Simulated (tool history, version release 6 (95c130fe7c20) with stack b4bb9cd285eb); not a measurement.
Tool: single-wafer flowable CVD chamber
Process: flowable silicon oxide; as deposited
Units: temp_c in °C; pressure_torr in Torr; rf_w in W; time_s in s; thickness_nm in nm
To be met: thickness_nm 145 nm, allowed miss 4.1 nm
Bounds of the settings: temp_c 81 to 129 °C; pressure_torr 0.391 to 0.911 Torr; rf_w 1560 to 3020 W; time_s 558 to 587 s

{"run": 1, "hour": 0.0, "temp_c": 105, "pressure_torr": 0.651, "rf_w": 2290, "time_s": 587, "thickness_nm": 251.57}
{"run": 2, "hour": 4.8, "temp_c": 109, "pressure_torr": 0.65, "rf_w": 2290, "time_s": 587, "thickness_nm": 215.44}
{"run": 3, "hour": 9.7, "temp_c": 112, "pressure_torr": 0.649, "rf_w": 2290, "time_s": 587, "thickness_nm": 192.51}
{"run": 4, "hour": 14.4, "temp_c": 112, "pressure_torr": 0.649, "rf_w": 2125, "time_s": 587, "thickness_nm": 191.66}
{"run": 5, "hour": 19.5, "temp_c": 104, "pressure_torr": 0.649, "rf_w": 2125, "time_s": 587, "thickness_nm": 257.52}
{"run": 6, "hour": 23.2, "temp_c": 99, "pressure_torr": 0.649, "rf_w": 2125, "time_s": 587, "thickness_nm": 312.01}
{"run": 7, "hour": 27.0, "temp_c": 111, "pressure_torr": 0.644, "rf_w": 2125, "time_s": 587, "thickness_nm": 197.52}
{"run": 8, "hour": 35.6, "temp_c": 113, "pressure_torr": 0.644, "rf_w": 2125, "time_s": 587, "thickness_nm": 182.75}
{"run": 9, "hour": 40.8, "temp_c": 115, "pressure_torr": 0.644, "rf_w": 2125, "time_s": 587, "thickness_nm": 170.18}
{"run": 10, "hour": 42.7, "temp_c": 116, "pressure_torr": 0.644, "rf_w": 2125, "time_s": 587, "thickness_nm": 166.73}
{"run": 11, "hour": 50.5, "temp_c": 117, "pressure_torr": 0.644, "rf_w": 2125, "time_s": 587, "thickness_nm": 159.63}

4 next moves are on the table. One of them brings every result within its allowed miss. Which?
{"run": "A", "hour": 58.3, "temp_c": 116, "pressure_torr": 0.685, "rf_w": 2005, "time_s": 570, "thickness_nm": "?"}
{"run": "B", "hour": 58.3, "temp_c": 112, "pressure_torr": 0.571, "rf_w": 2050, "time_s": 587, "thickness_nm": "?"}
{"run": "C", "hour": 58.3, "temp_c": 114, "pressure_torr": 0.653, "rf_w": 1940, "time_s": 558, "thickness_nm": "?"}
{"run": "D", "hour": 58.3, "temp_c": 113, "pressure_torr": 0.524, "rf_w": 2185, "time_s": 558, "thickness_nm": "?"}

move=A thickness_nm=167.09
move=B thickness_nm=168.22
move=C thickness_nm=166.62
move=D thickness_nm=144.52
A: further off than the last run
B: further off than the last run
C: further off than the last run
D: meets every target
Answer: D

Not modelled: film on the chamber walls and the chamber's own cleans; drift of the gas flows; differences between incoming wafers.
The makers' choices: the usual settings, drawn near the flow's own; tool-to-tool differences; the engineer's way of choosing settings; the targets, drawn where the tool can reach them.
